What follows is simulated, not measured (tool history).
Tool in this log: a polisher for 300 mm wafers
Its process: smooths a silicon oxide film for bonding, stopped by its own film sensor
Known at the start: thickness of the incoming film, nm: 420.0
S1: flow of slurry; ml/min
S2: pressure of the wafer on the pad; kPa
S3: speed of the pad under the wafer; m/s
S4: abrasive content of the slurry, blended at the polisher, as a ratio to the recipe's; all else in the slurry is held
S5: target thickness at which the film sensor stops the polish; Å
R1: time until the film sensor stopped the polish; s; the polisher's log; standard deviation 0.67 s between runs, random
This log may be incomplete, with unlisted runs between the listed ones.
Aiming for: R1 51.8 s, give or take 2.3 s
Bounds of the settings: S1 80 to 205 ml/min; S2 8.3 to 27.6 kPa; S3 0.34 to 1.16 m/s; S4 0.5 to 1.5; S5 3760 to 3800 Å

{"run": 1, "day": 0.0, "S1": 135, "S2": 17.9, "S3": 0.74, "S4": 1, "S5": 3760, "R1": 74.722}
{"run": 2, "day": 0.067, "S1": 135, "S2": 21.4, "S3": 0.74, "S4": 1, "S5": 3760, "R1": 64.987}
{"run": 3, "day": 0.379, "S1": 135, "S2": 22.8, "S3": 0.74, "S4": 1, "S5": 3760, "R1": 62.109}
{"run": 4, "day": 0.592, "S1": 135, "S2": 22.8, "S3": 0.74, "S4": 1, "S5": 3800, "R1": 56.749}
{"run": 5, "day": 0.925, "S1": 135, "S2": 22.8, "S3": 0.74, "S4": 0.85, "S5": 3800, "R1": 63.255}
{"run": 6, "day": 1.242, "S1": 135, "S2": 23.4, "S3": 0.74, "S4": 0.85, "S5": 3800, "R1": 61.003}
{"run": 7, "day": 1.296, "S1": 135, "S2": 24.1, "S3": 0.74, "S4": 0.85, "S5": 3800, "R1": 60.452}
{"run": 8, "day": 1.371, "S1": 135, "S2": 24.8, "S3": 0.74, "S4": 0.85, "S5": 3800, "R1": 57.456}
{"run": 9, "day": 1.546, "S1": 135, "S2": 25.5, "S3": 0.74, "S4": 0.85, "S5": 3800, "R1": 56.874}
{"run": 10, "day": 1.804, "S1": 135, "S2": 26.2, "S3": 0.74, "S4": 0.85, "S5": 3800, "R1": 56.252}
{"run": 11, "day": 1.979, "S1": 135, "S2": 26.9, "S3": 0.74, "S4": 0.85, "S5": 3800, "R1": 53.501}

Next run, 4 choices. One meets every target within its allowed miss, the rest don't. Which?
{"run": "A", "day": 2.154, "S1": 145, "S2": 27.6, "S3": 0.64, "S4": 0.9, "S5": 3790, "R1": "?"}
{"run": "B", "day": 2.154, "S1": 140, "S2": 24.8, "S3": 0.74, "S4": 0.85, "S5": 3800, "R1": "?"}
{"run": "C", "day": 2.154, "S1": 110, "S2": 26.2, "S3": 0.88, "S4": 0.8, "S5": 3760, "R1": "?"}
{"run": "D", "day": 2.154, "S1": 170, "S2": 27.6, "S3": 0.62, "S4": 1, "S5": 3790, "R1": "?"}

move=A R1=57.961
move=B R1=59.022
move=C R1=60.39
move=D R1=53.799
A: its largest miss is bigger than the last run's
B: its largest miss is bigger than the last run's
C: its largest miss is bigger than the last run's
D: every result lands within tolerance
Answer: D

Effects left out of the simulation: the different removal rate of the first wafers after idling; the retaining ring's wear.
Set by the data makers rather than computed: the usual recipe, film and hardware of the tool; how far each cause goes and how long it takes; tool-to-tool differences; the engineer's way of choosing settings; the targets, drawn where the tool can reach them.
